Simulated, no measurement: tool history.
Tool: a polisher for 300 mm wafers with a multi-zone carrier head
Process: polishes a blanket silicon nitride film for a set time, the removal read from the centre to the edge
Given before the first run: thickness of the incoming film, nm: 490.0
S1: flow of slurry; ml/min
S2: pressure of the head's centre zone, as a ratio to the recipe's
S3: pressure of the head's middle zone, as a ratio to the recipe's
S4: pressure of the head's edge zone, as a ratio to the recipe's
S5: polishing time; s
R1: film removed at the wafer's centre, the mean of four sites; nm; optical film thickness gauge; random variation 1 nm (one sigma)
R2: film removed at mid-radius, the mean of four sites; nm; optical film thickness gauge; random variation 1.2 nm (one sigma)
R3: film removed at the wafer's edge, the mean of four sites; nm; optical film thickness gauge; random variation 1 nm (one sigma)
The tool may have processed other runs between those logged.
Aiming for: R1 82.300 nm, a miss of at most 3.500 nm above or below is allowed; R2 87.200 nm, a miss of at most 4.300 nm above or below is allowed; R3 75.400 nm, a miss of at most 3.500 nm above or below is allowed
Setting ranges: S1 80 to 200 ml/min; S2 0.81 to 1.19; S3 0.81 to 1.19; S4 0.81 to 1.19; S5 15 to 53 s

run	hour	S1	S2	S3	S4	S5	R1	R2	R3
1	0.0	130	1.00	1.00	1.00	34	102.810	107.040	108.290
2	8.5	140	1.00	1.00	1.00	34	107.630	109.090	108.890
3	11.3	140	1.00	1.01	0.97	32	100.390	103.300	101.440
4	18.5	140	1.01	1.03	0.94	30	98.686	99.030	93.571
5	23.2	140	1.01	1.03	0.94	37	120.020	122.630	114.400
6	27.6	140	0.95	1.03	0.94	37	113.850	120.630	114.020
7	31.4	140	0.95	1.04	0.92	35	105.080	114.790	108.080
8	38.0	140	0.96	1.05	0.90	33	99.968	108.820	100.650

4 next moves are on the table. One of them brings every result within its allowed miss. Which?
A	44.6	130	0.98	1.16	0.81	29	?	?	?
B	44.6	125	0.86	1.09	0.86	41	?	?	?
C	44.6	165	1.05	1.13	0.92	24	?	?	?
D	44.6	185	1.19	1.13	0.81	27	?	?	?

move	R1	R2	R3
A	87.256	101.840	80.692
B	106.950	135.500	116.270
C	81.769	86.532	72.961
D	106.630	99.194	78.937
A: better than the last run, though not everything is in spec
B: lands further from the targets than the last run did
C: all results land within tolerance of their targets
D: just as far off the targets as the last run
Go with C: it meets all targets.
